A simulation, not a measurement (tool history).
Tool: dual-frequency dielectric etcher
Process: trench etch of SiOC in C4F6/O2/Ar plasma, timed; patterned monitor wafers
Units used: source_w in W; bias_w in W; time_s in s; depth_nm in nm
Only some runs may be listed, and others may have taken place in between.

run	hour	source_w	bias_w	time_s	depth_nm
1	0	290	232	11	23.789
2	6.7	290	232	10	21.719
3	10.9	290	232	11	23.851
4	17.1	290	257	11	24.876
5	19.7	270	257	11	24.02
6	25.4	290	259	11	24.94
7	26.4	300	260	11	25.302
8	31.3	310	261	11	25.652

Forecast run 9:
9	38.7	320	262	11	?

depth_nm: 26.114 nm

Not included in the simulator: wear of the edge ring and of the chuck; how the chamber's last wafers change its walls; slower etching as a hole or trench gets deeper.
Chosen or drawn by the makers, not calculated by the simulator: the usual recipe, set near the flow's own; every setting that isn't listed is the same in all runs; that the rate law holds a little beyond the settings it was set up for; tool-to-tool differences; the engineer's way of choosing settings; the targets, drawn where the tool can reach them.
